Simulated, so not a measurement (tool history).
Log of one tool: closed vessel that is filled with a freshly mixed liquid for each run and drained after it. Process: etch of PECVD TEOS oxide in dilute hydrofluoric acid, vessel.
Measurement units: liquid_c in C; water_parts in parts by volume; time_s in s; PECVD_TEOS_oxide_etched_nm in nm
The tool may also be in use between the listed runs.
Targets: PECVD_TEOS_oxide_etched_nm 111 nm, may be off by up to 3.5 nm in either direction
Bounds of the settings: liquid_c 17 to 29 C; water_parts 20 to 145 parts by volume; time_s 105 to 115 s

| run | hour | liquid_c | water_parts | time_s | PECVD_TEOS_oxide_etched_nm |
|---|---|---|---|---|---|
| 1 | 0 | 21 | 80 | 105 | 32.171 |
| 2 | 1.9 | 21 | 55 | 105 | 48.908 |
| 3 | 5.5 | 21 | 55 | 115 | 53.107 |
| 4 | 14.5 | 23 | 55 | 115 | 57.097 |
| 5 | 22.2 | 23 | 55 | 115 | 58.22 |
| 6 | 28 | 23 | 35 | 115 | 93.867 |
| 7 | 34.9 | 24 | 35 | 115 | 97.852 |
| 8 | 36.3 | 24.5 | 35 | 115 | 97.075 |
| 9 | 37.2 | 25.5 | 35 | 115 | 103.35 |

Exercise: of the 4 proposed moves below, exactly one satisfies all targets within the stated allowed misses. Which move is it?
| A | 38.1 | 24 | 35 | 110 | ? |
| B | 38.1 | 25 | 35 | 110 | ? |
| C | 38.1 | 29 | 40 | 105 | ? |
| D | 38.1 | 28.5 | 35 | 110 | ? |

| move | PECVD_TEOS_oxide_etched_nm |
|---|---|
| A | 94.11 |
| B | 98.098 |
| C | 95.7 |
| D | 113.16 |
A: further off than the last run
B: further off than the last run
C: further off than the last run
D: every result within its allowed miss
Go with D: it meets all targets.
